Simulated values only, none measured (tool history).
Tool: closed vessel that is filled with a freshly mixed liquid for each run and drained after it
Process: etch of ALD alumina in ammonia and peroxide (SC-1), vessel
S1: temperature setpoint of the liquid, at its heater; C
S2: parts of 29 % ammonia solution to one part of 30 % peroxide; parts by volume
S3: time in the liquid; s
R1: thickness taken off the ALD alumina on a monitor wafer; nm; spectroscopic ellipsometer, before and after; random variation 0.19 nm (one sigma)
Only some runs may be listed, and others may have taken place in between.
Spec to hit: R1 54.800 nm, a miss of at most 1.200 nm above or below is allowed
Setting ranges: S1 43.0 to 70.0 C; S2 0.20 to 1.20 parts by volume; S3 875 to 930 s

run  hour    S1    S2   S3      R1
  1   0.0  59.0  0.70  875  76.182
  2   8.3  59.0  0.55  875  74.436
  3  16.4  58.5  0.55  875  72.275
  4  21.1  58.5  0.55  875  72.686
  5  29.2  58.5  0.70  875  74.657
  6  33.6  58.0  0.70  875  72.385
  7  37.9  57.5  0.70  875  70.087
  8  44.0  57.0  0.70  875  68.755
  9  53.3  56.5  0.70  875  66.536
 10  61.1  56.0  0.70  875  65.157

Exactly one of the 5 candidate moves below puts every result within its allowed miss. Which one?
  A  68.9  58.5  0.60  910   ?
  B  68.9  51.5  1.05  910   ?
  C  68.9  53.5  0.75  875   ?
  D  68.9  51.0  0.85  900   ?
  E  68.9  54.5  0.60  920   ?

move      R1
   A  75.939
   B  55.213
   C  57.288
   D  52.084
   E  62.215
A: its largest miss is bigger than the last run's
B: each result inside its tolerance
C: an improvement on the last run, though not all results are within tolerance
D: the result that was furthest off in the last run now lies on the other side of its target
E: an improvement on the last run, though not all results are within tolerance
The right move is B.

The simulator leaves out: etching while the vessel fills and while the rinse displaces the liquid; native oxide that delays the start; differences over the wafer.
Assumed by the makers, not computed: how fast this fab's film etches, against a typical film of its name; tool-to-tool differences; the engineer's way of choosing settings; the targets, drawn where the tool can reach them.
